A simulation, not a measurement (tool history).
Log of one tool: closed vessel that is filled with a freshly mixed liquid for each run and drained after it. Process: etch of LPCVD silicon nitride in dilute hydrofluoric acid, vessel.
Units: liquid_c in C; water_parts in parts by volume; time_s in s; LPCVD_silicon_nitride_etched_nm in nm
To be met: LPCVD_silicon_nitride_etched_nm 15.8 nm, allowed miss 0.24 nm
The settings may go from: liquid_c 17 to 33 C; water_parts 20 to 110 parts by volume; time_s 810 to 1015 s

run	hour	liquid_c	water_parts	time_s	LPCVD_silicon_nitride_etched_nm
1	0	25	60	1015	6.7613
2	2.3	26.5	55	1015	8.0939
3	4.2	26.5	45	1015	9.9404
4	13.3	27.5	45	1015	10.671
5	22.8	27.5	40	1015	11.931
6	28.9	27.5	40	810	9.5982
# hour 35.8: thermometer replaced
7	35.8	28.5	40	810	11.706
8	41.9	29	40	810	12.067
9	49.6	29.5	40	810	12.458
10	57.8	30	40	810	12.814

5 next moves are on the table. One of them brings every result within its allowed miss. Which?
A	66	30.5	35	870	?
B	66	29	30	825	?
C	66	26.5	30	980	?
D	66	32.5	40	875	?
E	66	33	45	925	?

move	LPCVD_silicon_nitride_etched_nm
A	16.308
B	16.299
C	16.402
D	16.357
E	15.886
A: takes the result that was furthest off past its target
B: takes the result that was furthest off past its target
C: takes the result that was furthest off past its target
D: takes the result that was furthest off past its target
E: meets every target
The right move is E.

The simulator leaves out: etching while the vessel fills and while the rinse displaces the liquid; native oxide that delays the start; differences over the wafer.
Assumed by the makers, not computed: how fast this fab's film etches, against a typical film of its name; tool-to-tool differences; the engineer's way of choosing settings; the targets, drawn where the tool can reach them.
